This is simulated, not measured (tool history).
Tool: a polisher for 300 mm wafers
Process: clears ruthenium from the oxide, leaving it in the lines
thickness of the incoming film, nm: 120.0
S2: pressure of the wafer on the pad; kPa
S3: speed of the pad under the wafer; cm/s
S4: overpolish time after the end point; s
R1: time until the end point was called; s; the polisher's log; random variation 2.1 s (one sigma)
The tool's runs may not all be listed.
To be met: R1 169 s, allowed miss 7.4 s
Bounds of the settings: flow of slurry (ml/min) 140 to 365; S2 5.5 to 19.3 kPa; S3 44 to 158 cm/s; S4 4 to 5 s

Run 1, day 0: flow of slurry (ml/min) 235, S2 12.4 kPa, S3 100 cm/s, S4 5 s. Result: R1 116.03 s.
Run 2, day 0.033: flow of slurry (ml/min) 235, S2 12.4 kPa, S3 100 cm/s, S4 4 s. Result: R1 113.91 s.
Run 3, day 0.188: flow of slurry (ml/min) 235, S2 12.4 kPa, S3 114 cm/s, S4 4 s. Result: R1 102.65 s.
Run 4, day 0.388: flow of slurry (ml/min) 235, S2 12.4 kPa, S3 114 cm/s, S4 4 s. Result: R1 99.143 s.
Run 5, day 0.617: flow of slurry (ml/min) 235, S2 12.4 kPa, S3 92 cm/s, S4 4 s. Result: R1 128.03 s.
Run 6, day 0.704: flow of slurry (ml/min) 235, S2 11.7 kPa, S3 92 cm/s, S4 4 s. Result: R1 131.53 s.
Run 7, day 0.983: flow of slurry (ml/min) 235, S2 11 kPa, S3 92 cm/s, S4 4 s. Result: R1 136.72 s.
Run 8, day 1.212: flow of slurry (ml/min) 235, S2 10.3 kPa, S3 92 cm/s, S4 4 s. Result: R1 144.49 s.
At day 1.358: worn pad replaced by a new one.
Run 9, day 1.358: flow of slurry (ml/min) 235, S2 9.7 kPa, S3 92 cm/s, S4 4 s. Result: R1 147.4 s.
Run 10, day 1.492: flow of slurry (ml/min) 235, S2 9 kPa, S3 92 cm/s, S4 4 s. Result: R1 158.16 s.

5 next moves are on the table. One of them brings every result within its allowed miss. Which?
Run A, day 1.625: flow of slurry (ml/min) 225, S2 8.3 kPa, S3 112 cm/s, S4 5 s. Result: R1 ?.
Run B, day 1.625: flow of slurry (ml/min) 240, S2 6.9 kPa, S3 94 cm/s, S4 5 s. Result: R1 ?.
Run C, day 1.625: flow of slurry (ml/min) 225, S2 10.3 kPa, S3 96 cm/s, S4 4 s. Result: R1 ?.
Run D, day 1.625: flow of slurry (ml/min) 225, S2 8.3 kPa, S3 90 cm/s, S4 4 s. Result: R1 ?.
Run E, day 1.625: flow of slurry (ml/min) 240, S2 8.3 kPa, S3 106 cm/s, S4 4 s. Result: R1 ?.

move      R1
   A  137.17
   B  186.89
   C  132.16
   D  169.59
   E  143.54
A: further off than the last run
B: takes the result that was furthest off past its target
C: further off than the last run
D: meets every target
E: further off than the last run
The right move is D.

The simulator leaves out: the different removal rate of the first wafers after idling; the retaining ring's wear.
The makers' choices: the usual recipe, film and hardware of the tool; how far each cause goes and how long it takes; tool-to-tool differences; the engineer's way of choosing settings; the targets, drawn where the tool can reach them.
